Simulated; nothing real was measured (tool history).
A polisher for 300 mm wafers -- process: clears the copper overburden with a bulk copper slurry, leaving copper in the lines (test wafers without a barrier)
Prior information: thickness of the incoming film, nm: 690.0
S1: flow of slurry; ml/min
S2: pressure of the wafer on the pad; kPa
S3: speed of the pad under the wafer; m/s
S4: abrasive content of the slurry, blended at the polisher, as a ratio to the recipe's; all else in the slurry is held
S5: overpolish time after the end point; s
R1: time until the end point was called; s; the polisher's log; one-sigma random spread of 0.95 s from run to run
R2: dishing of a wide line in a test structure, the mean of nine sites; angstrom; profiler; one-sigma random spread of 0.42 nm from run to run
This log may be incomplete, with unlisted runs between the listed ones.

{"run": 1, "day": 0.0, "S1": 165, "S2": 13.8, "S3": 1.04, "S4": 1, "S5": 25, "R1": 87.828, "R2": 868.98}
{"run": 2, "day": 0.175, "S1": 165, "S2": 13.8, "S3": 0.94, "S4": 1, "S5": 25, "R1": 95.967, "R2": 826.15}
{"run": 3, "day": 0.254, "S1": 165, "S2": 13.8, "S3": 0.94, "S4": 0.9, "S5": 25, "R1": 98.456, "R2": 822.96}
{"run": 4, "day": 0.55, "S1": 150, "S2": 13.8, "S3": 0.94, "S4": 0.9, "S5": 25, "R1": 99.292, "R2": 829.25}
{"run": 5, "day": 0.625, "S1": 175, "S2": 12.4, "S3": 1, "S4": 1.05, "S5": 21, "R1": 97.906, "R2": 729.29}
{"run": 6, "day": 0.862, "S1": 175, "S2": 12.4, "S3": 1.1, "S4": 1.05, "S5": 21, "R1": 91.993, "R2": 767.89}

The next listed run, before its measurement:
{"run": 7, "day": 1.062, "S1": 195, "S2": 11, "S3": 1.12, "S4": 1.15, "S5": 18, "R1": "?", "R2": "?"}

R1: 99.137 s
R2: 649.71 angstrom

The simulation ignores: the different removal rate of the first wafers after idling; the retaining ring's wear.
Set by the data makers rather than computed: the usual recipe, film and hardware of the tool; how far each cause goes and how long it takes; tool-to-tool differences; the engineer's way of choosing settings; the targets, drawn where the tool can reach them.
